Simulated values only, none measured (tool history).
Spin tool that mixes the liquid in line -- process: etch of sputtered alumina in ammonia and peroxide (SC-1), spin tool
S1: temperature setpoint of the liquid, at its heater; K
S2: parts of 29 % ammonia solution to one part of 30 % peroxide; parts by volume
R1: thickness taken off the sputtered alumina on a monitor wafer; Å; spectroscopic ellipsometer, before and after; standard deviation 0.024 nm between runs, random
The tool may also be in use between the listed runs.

run 1 hour=0.0 | S1=334.15 S2=0.85 time_under_the_liquid_(s)=20 | R1=37.531
run 2 hour=5.5 | S1=332.15 S2=0.85 time_under_the_liquid_(s)=20 | R1=33.151
run 3 hour=13.1 | S1=331.15 S2=0.85 time_under_the_liquid_(s)=20 | R1=31.906
run 4 hour=20.7 | S1=331.15 S2=0.70 time_under_the_liquid_(s)=20 | R1=31.046
run 5 hour=29.2 | S1=325.15 S2=0.70 time_under_the_liquid_(s)=20 | R1=22.402
run 6 hour=33.7 | S1=325.15 S2=0.70 time_under_the_liquid_(s)=20 | R1=22.847

Run 7 is up next; what results do you expect?
run 7 hour=39.2 | S1=326.15 S2=0.70 time_under_the_liquid_(s)=20 | R1=?

Logged for run 7: R1 23.820 Å.
